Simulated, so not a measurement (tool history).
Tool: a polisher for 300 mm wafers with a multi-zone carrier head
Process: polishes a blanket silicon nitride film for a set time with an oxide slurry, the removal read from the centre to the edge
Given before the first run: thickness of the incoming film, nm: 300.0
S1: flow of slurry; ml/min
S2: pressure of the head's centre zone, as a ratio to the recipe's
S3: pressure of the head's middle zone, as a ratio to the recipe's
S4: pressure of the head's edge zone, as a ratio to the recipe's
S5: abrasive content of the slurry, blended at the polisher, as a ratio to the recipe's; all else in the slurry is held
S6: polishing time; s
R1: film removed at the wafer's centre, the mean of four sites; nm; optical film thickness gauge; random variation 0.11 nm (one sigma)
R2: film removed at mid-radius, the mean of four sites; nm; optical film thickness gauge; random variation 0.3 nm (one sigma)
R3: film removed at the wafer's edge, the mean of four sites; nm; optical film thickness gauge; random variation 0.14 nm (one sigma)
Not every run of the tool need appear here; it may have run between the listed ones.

| run | day | S1 | S2 | S3 | S4 | S5 | S6 | R1 | R2 | R3 |
|---|---|---|---|---|---|---|---|---|---|---|
| 1 | 0 | 305 | 1 | 1 | 1 | 1 | 47 | 39.043 | 38.216 | 39.434 |
| 2 | 0.288 | 300 | 0.97 | 1.02 | 0.97 | 0.9 | 43 | 32.897 | 34.982 | 34.067 |
| 3 | 0.358 | 300 | 0.92 | 1.02 | 0.97 | 0.9 | 43 | 31.193 | 35.138 | 33.924 |
| 4 | 0.471 | 300 | 0.91 | 1.02 | 0.95 | 0.8 | 39 | 26.803 | 29.508 | 29.064 |
| 5 | 0.796 | 300 | 0.91 | 1.02 | 0.95 | 0.7 | 39 | 24.854 | 27.774 | 26.901 |
| 6 | 0.942 | 300 | 0.91 | 1.02 | 0.95 | 0.9 | 39 | 27.914 | 32.039 | 30.674 |
| 7 | 0.967 | 300 | 0.9 | 1.03 | 0.93 | 0.8 | 37 | 25.178 | 28.533 | 26.75 |
| 8 | 1.175 | 295 | 0.88 | 1.04 | 0.92 | 0.75 | 36 | 22.962 | 26.697 | 25.439 |

Predict the results of run 9:
| 9 | 1.388 | 295 | 0.87 | 1.06 | 0.9 | 0.7 | 35 | ? | ? | ? |

R1: 21.299 nm
R2: 25.169 nm
R3: 23.706 nm
